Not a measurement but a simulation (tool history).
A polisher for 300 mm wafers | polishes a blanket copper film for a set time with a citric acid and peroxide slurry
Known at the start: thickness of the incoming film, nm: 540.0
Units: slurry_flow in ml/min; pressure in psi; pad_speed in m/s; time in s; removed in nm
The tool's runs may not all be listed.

run	hour	slurry_flow	pressure	pad_speed	slurry_solids	time	removed
1	0.0	315	3.1	0.82	1.00	62	124.770
2	1.9	315	2.8	0.82	1.00	62	112.580
3	6.0	315	2.5	0.82	1.00	62	101.770
4	13.6	390	2.5	0.82	1.00	62	101.800
5	15.7	390	2.9	0.82	1.00	62	118.060
6	24.0	390	2.9	0.82	0.85	62	111.890
7	30.7	390	2.7	0.82	0.85	62	105.180
8	34.0	390	2.5	0.82	0.85	62	98.604
9	38.9	390	2.3	0.82	0.85	62	91.194
10	40.2	390	2.2	0.82	0.85	62	87.508
11	48.6	380	1.4	0.82	0.85	62	56.043
12	49.7	385	1.5	0.82	0.85	62	59.685
13	53.4	385	1.6	0.82	0.85	62	64.621

The next listed run, before its measurement:
14	57.2	390	1.7	0.82	0.85	62	?

{"run 14": {"removed": 68.376}}
